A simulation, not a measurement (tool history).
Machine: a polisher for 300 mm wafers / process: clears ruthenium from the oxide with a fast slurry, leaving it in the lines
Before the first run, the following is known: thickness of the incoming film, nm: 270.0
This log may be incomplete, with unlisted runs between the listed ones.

| run | day | flow of slurry (ml/min) | pressure of the wafer on the pad (kPa) | speed of the pad under the wafer (cm/s) | abrasive content of the slurry | overpolish time after the end point (s) | time until the end point was called (s) | dishing of a wide line in a test structure (Å) |
|---|---|---|---|---|---|---|---|---|
| 1 | 0 | 320 | 16.5 | 112 | 1 | 27 | 64.182 | 806.16 |
| 2 | 0.262 | 320 | 16.5 | 112 | 1.2 | 27 | 59.109 | 877.97 |
| 3 | 0.458 | 280 | 16.5 | 112 | 1.2 | 27 | 59.508 | 910.72 |
| 4 | 0.55 | 280 | 15.2 | 112 | 1.2 | 27 | 63.78 | 858.01 |
| 5 | 0.846 | 330 | 15.2 | 112 | 1.2 | 27 | 64.175 | 794.78 |
| 6 | 1.112 | 280 | 15.2 | 112 | 1.2 | 27 | 64.655 | 857.59 |
| 7 | 1.25 | 275 | 14.5 | 110 | 1.2 | 28 | 68.692 | 797.66 |
| 8 | 1.383 | 270 | 13.8 | 108 | 1.2 | 30 | 72.372 | 816.18 |
| 9 | 1.412 | 265 | 13.1 | 106 | 1.2 | 32 | 76.328 | 815.05 |
| 10 | 1.742 | 265 | 12.4 | 104 | 1.2 | 33 | 82.863 | 801.69 |

Predict the results of run 11:
| 11 | 1.996 | 265 | 11.7 | 102 | 1.2 | 34 | ? | ? |

time until the end point was called (s): 89.251
dishing of a wide line in a test structure (Å): 779.44

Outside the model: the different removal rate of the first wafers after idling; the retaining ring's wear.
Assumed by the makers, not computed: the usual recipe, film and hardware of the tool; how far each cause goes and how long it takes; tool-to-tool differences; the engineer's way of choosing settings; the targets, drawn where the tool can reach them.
